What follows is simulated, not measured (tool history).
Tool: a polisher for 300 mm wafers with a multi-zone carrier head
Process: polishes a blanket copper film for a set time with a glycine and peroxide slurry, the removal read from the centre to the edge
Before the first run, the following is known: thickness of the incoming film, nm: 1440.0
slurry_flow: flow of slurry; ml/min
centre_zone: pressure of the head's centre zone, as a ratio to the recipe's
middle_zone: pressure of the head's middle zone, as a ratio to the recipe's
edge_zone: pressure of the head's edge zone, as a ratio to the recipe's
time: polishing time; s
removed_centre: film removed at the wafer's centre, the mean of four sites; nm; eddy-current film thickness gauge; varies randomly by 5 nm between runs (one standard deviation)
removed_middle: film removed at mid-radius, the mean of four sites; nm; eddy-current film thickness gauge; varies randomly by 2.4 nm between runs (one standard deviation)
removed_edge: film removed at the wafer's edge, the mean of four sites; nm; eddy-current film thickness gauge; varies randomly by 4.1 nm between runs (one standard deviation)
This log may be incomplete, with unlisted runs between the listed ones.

| run | hour | slurry_flow | centre_zone | middle_zone | edge_zone | time | removed_centre | removed_middle | removed_edge |
|---|---|---|---|---|---|---|---|---|---|
| 1 | 0 | 230 | 1 | 1 | 1 | 63 | 326.41 | 322.81 | 327.03 |
| 2 | 4.2 | 230 | 1 | 1 | 0.92 | 63 | 331.72 | 324.6 | 312.37 |
| 3 | 7.5 | 240 | 1.01 | 1.02 | 0.94 | 64 | 336.21 | 335.28 | 328.86 |
| 4 | 15.9 | 285 | 1.01 | 1.02 | 0.94 | 64 | 343.71 | 343.77 | 329.19 |
| 5 | 17.8 | 285 | 1.02 | 1.03 | 0.95 | 64 | 343.86 | 345.98 | 325.23 |
| 6 | 24.2 | 285 | 1.02 | 1.03 | 0.95 | 53 | 291.92 | 286.79 | 275.18 |
| 7 | 30.1 | 285 | 1.04 | 1.05 | 0.98 | 56 | 303.12 | 308 | 292.91 |
| 8 | 37.8 | 285 | 1.06 | 1.06 | 1 | 58 | 322.13 | 323.14 | 299.95 |
| 9 | 45.6 | 305 | 1.03 | 1.05 | 1.09 | 68 | 369.94 | 378.84 | 378.21 |
| 10 | 47.1 | 305 | 1.03 | 1.05 | 1.08 | 68 | 379.88 | 376.9 | 376.63 |
| 11 | 53.1 | 300 | 1.03 | 1.05 | 1.07 | 68 | 368.97 | 375.83 | 380.04 |

Estimate the outcome of run 12 from the log above:
| 12 | 56 | 300 | 1.03 | 1.05 | 1.05 | 68 | ? | ? | ? |

Run 12 gave removed_centre 385.57 nm, removed_middle 372.83 nm, removed_edge 374.89 nm.
